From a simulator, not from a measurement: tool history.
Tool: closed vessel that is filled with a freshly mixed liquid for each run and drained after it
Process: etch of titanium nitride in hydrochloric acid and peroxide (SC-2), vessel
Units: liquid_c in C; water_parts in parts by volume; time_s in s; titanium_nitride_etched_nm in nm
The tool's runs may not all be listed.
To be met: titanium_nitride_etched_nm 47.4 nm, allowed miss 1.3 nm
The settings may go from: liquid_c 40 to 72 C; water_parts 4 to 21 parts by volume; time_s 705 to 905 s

Run 1, hour 0: liquid_c 56 C, water_parts 11.5 parts by volume, time_s 905 s. Result: titanium_nitride_etched_nm 25.032 nm.
Run 2, hour 7.6: liquid_c 56 C, water_parts 8 parts by volume, time_s 905 s. Result: titanium_nitride_etched_nm 34.197 nm.
Run 3, hour 10: liquid_c 56 C, water_parts 8 parts by volume, time_s 905 s. Result: titanium_nitride_etched_nm 34.202 nm.
Run 4, hour 18.5: liquid_c 56 C, water_parts 8 parts by volume, time_s 705 s. Result: titanium_nitride_etched_nm 26.881 nm.
Run 5, hour 24.3: liquid_c 56 C, water_parts 8 parts by volume, time_s 705 s. Result: titanium_nitride_etched_nm 26.553 nm.
Run 6, hour 32.1: liquid_c 56 C, water_parts 8 parts by volume, time_s 905 s. Result: titanium_nitride_etched_nm 34.457 nm.
Run 7, hour 38.9: liquid_c 57 C, water_parts 8 parts by volume, time_s 905 s. Result: titanium_nitride_etched_nm 36.335 nm.
Run 8, hour 47.5: liquid_c 62 C, water_parts 8 parts by volume, time_s 905 s. Result: titanium_nitride_etched_nm 49.5 nm.

Which of these 5 next moves meets every target?
Run A, hour 56.1: liquid_c 67.5 C, water_parts 9.5 parts by volume, time_s 705 s. Result: titanium_nitride_etched_nm ?.
Run B, hour 56.1: liquid_c 64.5 C, water_parts 8.5 parts by volume, time_s 730 s. Result: titanium_nitride_etched_nm ?.
Run C, hour 56.1: liquid_c 63 C, water_parts 6.5 parts by volume, time_s 750 s. Result: titanium_nitride_etched_nm ?.
Run D, hour 56.1: liquid_c 56.5 C, water_parts 5 parts by volume, time_s 905 s. Result: titanium_nitride_etched_nm ?.
Run E, hour 56.1: liquid_c 65.5 C, water_parts 9.5 parts by volume, time_s 860 s. Result: titanium_nitride_etched_nm ?.

move  titanium_nitride_etched_nm
   A                      47.152
   B                      44.594
   C                       51.62
   D                      50.275
   E                      50.978
A: meets every target
B: takes the result that was furthest off past its target
C: further off than the last run
D: further off than the last run
E: further off than the last run
Answer: A
